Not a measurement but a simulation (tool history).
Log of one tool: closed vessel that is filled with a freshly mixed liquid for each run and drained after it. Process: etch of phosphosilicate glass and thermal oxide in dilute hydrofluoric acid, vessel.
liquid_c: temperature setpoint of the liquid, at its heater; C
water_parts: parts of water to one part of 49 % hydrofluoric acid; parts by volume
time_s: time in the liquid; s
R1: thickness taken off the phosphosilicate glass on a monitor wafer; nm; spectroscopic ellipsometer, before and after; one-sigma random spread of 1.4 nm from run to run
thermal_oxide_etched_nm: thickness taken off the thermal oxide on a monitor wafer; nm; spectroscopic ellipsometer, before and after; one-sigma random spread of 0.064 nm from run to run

{"run": 1, "day": 0.0, "liquid_c": 25.0, "water_parts": 60, "time_s": 60, "R1": 118.86, "thermal_oxide_etched_nm": 5.6099}
{"run": 2, "day": 0.354, "liquid_c": 27.0, "water_parts": 60, "time_s": 60, "R1": 127.26, "thermal_oxide_etched_nm": 5.9874}
{"run": 3, "day": 0.446, "liquid_c": 27.0, "water_parts": 45, "time_s": 60, "R1": 177.5, "thermal_oxide_etched_nm": 8.1729}
{"run": 4, "day": 0.7, "liquid_c": 27.0, "water_parts": 65, "time_s": 60, "R1": 118.19, "thermal_oxide_etched_nm": 5.4729}
{"run": 5, "day": 0.962, "liquid_c": 27.0, "water_parts": 65, "time_s": 40, "R1": 77.672, "thermal_oxide_etched_nm": 3.6546}
{"run": 6, "day": 1.125, "liquid_c": 27.0, "water_parts": 55, "time_s": 40, "R1": 95.33, "thermal_oxide_etched_nm": 4.4238}
{"run": 7, "day": 1.3, "liquid_c": 28.0, "water_parts": 50, "time_s": 40, "R1": 109.69, "thermal_oxide_etched_nm": 5.0381}
{"run": 8, "day": 1.658, "liquid_c": 28.5, "water_parts": 45, "time_s": 40, "R1": 123.89, "thermal_oxide_etched_nm": 5.7422}

Predict the results of run 9:
{"run": 9, "day": 1.929, "liquid_c": 29.5, "water_parts": 40, "time_s": 40, "R1": "?", "thermal_oxide_etched_nm": "?"}

{"run 9": {"R1": 145.78, "thermal_oxide_etched_nm": 6.7789}}
